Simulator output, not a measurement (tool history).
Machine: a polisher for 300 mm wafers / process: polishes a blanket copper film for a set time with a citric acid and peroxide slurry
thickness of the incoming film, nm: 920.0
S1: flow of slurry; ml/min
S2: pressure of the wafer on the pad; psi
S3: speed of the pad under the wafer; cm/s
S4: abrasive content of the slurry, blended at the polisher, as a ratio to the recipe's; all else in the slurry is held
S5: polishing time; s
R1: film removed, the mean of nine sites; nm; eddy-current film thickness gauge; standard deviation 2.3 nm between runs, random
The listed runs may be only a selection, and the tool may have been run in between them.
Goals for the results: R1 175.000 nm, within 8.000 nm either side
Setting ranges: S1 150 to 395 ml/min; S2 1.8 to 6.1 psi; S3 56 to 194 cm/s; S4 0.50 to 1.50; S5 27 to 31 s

{"run": 1, "hour": 0.0, "S1": 250, "S2": 3.9, "S3": 124, "S4": 1.0, "S5": 31, "R1": 118.92}
{"run": 2, "hour": 1.3, "S1": 250, "S2": 3.9, "S3": 124, "S4": 0.9, "S5": 31, "R1": 114.88}
{"run": 3, "hour": 10.1, "S1": 250, "S2": 3.9, "S3": 124, "S4": 0.8, "S5": 31, "R1": 112.87}
{"run": 4, "hour": 16.3, "S1": 250, "S2": 3.9, "S3": 124, "S4": 1.0, "S5": 31, "R1": 118.53}
{"run": 5, "hour": 19.1, "S1": 250, "S2": 3.9, "S3": 94, "S4": 1.0, "S5": 31, "R1": 93.002}
{"run": 6, "hour": 26.8, "S1": 250, "S2": 4.6, "S3": 98, "S4": 1.0, "S5": 31, "R1": 109.38}
{"run": 7, "hour": 35.6, "S1": 250, "S2": 5.1, "S3": 106, "S4": 1.0, "S5": 31, "R1": 127.71}
{"run": 8, "hour": 39.4, "S1": 250, "S2": 5.4, "S3": 112, "S4": 1.0, "S5": 31, "R1": 147.94}
{"run": 9, "hour": 43.2, "S1": 250, "S2": 5.6, "S3": 112, "S4": 1.0, "S5": 31, "R1": 154.04}

Pick the move, out of 4, that brings all results within their allowed miss; only one does.
{"run": "A", "hour": 47.0, "S1": 280, "S2": 5.3, "S3": 116, "S4": 0.95, "S5": 29, "R1": "?"}
{"run": "B", "hour": 47.0, "S1": 300, "S2": 6.1, "S3": 116, "S4": 0.95, "S5": 31, "R1": "?"}
{"run": "C", "hour": 47.0, "S1": 305, "S2": 5.3, "S3": 146, "S4": 1.05, "S5": 31, "R1": "?"}
{"run": "D", "hour": 47.0, "S1": 250, "S2": 5.3, "S3": 116, "S4": 1.05, "S5": 27, "R1": "?"}

move=A R1=144.470
move=B R1=178.410
move=C R1=198.740
move=D R1=135.490
A: the biggest miss grows against the last run
B: in spec on every target
C: takes the result that was furthest off past its target
D: the biggest miss grows against the last run
Correct choice: B, which meets every target
